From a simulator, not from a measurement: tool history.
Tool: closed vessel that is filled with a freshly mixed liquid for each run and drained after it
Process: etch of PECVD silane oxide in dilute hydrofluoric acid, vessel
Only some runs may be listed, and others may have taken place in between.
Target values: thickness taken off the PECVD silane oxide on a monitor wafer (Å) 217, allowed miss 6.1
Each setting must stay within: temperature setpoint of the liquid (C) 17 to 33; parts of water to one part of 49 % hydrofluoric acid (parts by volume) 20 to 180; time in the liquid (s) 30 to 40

run  hour  temperature setpoint of the liquid (C)  parts of water to one part of 49 % hydrofluoric acid (parts by volume)  time in the liquid (s)  thickness taken off the PECVD silane oxide on a monitor wafer (Å)
  1     0                                      25                                                                     100                      40                                                             95.706
  2   2.9                                    26.5                                                                     100                      40                                                             102.52
  3   5.3                                    26.5                                                                     110                      40                                                             91.299
  4   6.7                                      28                                                                     100                      40                                                             107.36
  5   9.7                                      29                                                                      90                      40                                                             126.89
  6  18.1                                      29                                                                     120                      40                                                             90.644
  7    19                                      30                                                                     105                      40                                                             107.88
  8  21.7                                    30.5                                                                      90                      40                                                             134.75
  9  23.7                                      31                                                                      80                      40                                                             152.22
 10  31.9                                    31.5                                                                      75                      40                                                              171.3

Which one of the following 4 next-run settings gets every result inside its allowed miss? There is exactly one.
  A  40.1                                      31                                                                      55                      40                                                                  ?
  B  40.1                                    30.5                                                                      55                      40                                                                  ?
  C  40.1                                    31.5                                                                      60                      40                                                                  ?
  D  40.1                                      30                                                                      65                      40                                                                  ?

move  thickness taken off the PECVD silane oxide on a monitor wafer (Å)
   A                                                             231.42
   B                                                             226.97
   C                                                             214.58
   D                                                             185.52
A: takes the biggest miss from the last run beyond its target
B: takes the biggest miss from the last run beyond its target
C: all results land within tolerance of their targets
D: nearer the targets than the last run, but a result is still out of spec
Go with C: it meets all targets.

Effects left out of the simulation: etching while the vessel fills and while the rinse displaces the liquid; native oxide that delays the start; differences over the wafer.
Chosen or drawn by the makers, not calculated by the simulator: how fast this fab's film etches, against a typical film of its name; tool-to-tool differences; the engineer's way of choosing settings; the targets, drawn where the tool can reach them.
